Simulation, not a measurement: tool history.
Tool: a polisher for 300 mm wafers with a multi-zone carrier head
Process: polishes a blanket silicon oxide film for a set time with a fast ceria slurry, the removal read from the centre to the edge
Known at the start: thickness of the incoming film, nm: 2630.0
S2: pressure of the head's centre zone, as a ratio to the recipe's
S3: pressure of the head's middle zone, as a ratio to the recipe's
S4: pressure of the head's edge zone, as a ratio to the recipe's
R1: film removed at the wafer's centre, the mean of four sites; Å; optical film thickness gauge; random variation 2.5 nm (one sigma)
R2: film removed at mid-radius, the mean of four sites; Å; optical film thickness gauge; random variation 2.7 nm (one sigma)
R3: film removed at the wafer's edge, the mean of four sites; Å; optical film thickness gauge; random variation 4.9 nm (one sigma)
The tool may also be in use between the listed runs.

run 1 day=0 | flow_of_slurry_(ml/min)=165 S2=1 S3=1 S4=1 polishing_time_(s)=67 | R1=4933.9 R2=4809.5 R3=4782.6
run 2 day=0.062 | flow_of_slurry_(ml/min)=150 S2=0.95 S3=0.97 S4=0.99 polishing_time_(s)=62 | R1=4180.3 R2=4300.9 R3=4439.5
run 3 day=0.412 | flow_of_slurry_(ml/min)=150 S2=0.99 S3=0.97 S4=0.99 polishing_time_(s)=62 | R1=4456.6 R2=4322.3 R3=4454.9
run 4 day=0.629 | flow_of_slurry_(ml/min)=150 S2=0.99 S3=0.94 S4=0.99 polishing_time_(s)=62 | R1=4446 R2=4213.7 R3=4403.3
run 5 day=0.667 | flow_of_slurry_(ml/min)=150 S2=0.99 S3=1.01 S4=0.99 polishing_time_(s)=62 | R1=4466.8 R2=4489.6 R3=4573.3
run 6 day=0.804 | flow_of_slurry_(ml/min)=150 S2=0.94 S3=0.96 S4=0.97 polishing_time_(s)=59 | R1=4043.2 R2=4019.4 R3=4309
run 7 day=1.15 | flow_of_slurry_(ml/min)=150 S2=0.93 S3=0.98 S4=0.98 polishing_time_(s)=54 | R1=3619.6 R2=3794.2 R3=3906.1

The next listed run, before its measurement:
run 8 day=1.388 | flow_of_slurry_(ml/min)=155 S2=0.9 S3=0.96 S4=0.98 polishing_time_(s)=52 | R1=? R2=? R3=?

{"run 8": {"R1": 3422.4, "R2": 3630.8, "R3": 3809.5}}
